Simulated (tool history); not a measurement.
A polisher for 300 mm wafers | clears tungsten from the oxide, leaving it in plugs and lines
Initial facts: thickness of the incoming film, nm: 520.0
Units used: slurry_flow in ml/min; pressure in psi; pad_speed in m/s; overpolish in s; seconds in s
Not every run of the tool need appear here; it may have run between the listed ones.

run    day  slurry_flow  pressure  pad_speed  slurry_solids  overpolish  seconds
  1      0          225       3.6       1.06              1           7   132.62
  2  0.342          225       3.6       1.06            0.8           7   134.73
  3  0.638          225       3.6       0.94            0.8           7   157.24
  4  0.983          225         4       0.98            0.8           7   136.48
  5  1.225          225       4.3       1.02            0.8           7   118.79
  6  1.329          225       4.6       1.04            0.8           7   114.69
  7  1.421          225       4.8        1.1            0.8           7   103.35

For run 8, what comes out?
  8  1.762          225         5       1.14            0.8           7        ?

{"run 8": {"seconds": 97.82}}
